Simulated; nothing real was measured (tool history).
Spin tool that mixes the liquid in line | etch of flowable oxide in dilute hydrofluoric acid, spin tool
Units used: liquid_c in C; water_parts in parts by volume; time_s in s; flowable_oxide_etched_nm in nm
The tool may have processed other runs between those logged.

run	day	liquid_c	water_parts	time_s	flowable_oxide_etched_nm
1	0	22	180	260	60.939
2	0.35	22	155	260	72.34
3	0.379	21	170	260	61.774
4	0.642	20	180	260	55.87
5	0.683	20	140	260	76.168
6	1.05	20	80	260	141.74
7	1.396	19.5	110	260	96.72
8	1.454	17	180	260	49.367
9	1.596	17	185	260	47.599
10	1.862	17	190	260	46.378
11	1.9	17	195	260	45.783

Estimate the outcome of run 12 from the log above:
12	2.208	17	200	260	?

flowable_oxide_etched_nm: 44.281 nm

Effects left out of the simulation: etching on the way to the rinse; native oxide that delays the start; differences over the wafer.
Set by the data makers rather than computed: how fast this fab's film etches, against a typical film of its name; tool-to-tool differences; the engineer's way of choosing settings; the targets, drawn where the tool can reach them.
